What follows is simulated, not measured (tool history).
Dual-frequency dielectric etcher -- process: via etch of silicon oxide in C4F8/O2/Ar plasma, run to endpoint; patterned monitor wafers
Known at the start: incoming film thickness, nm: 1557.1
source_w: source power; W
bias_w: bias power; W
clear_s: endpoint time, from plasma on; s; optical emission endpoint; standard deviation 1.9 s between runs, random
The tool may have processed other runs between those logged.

run  hour  source_w  bias_w  clear_s
  1     0      1920    1977   354.59
  2   7.1      2090    2021   342.77
  3   8.2      2270    2021   338.68
  4  13.3      2270    1898   339.43
  5  16.9      2400    1980   332.83
  6  25.5      2270    1980   337.77
  7  27.6      2390    2064   327.99
  8  32.8      2460    2100   326.87
  9  33.5      2540    2156   321.92

Run 10 is up next; what results do you expect?
 10  39.5      2590    2192        ?

Run 10 gave clear_s 320.3 s.
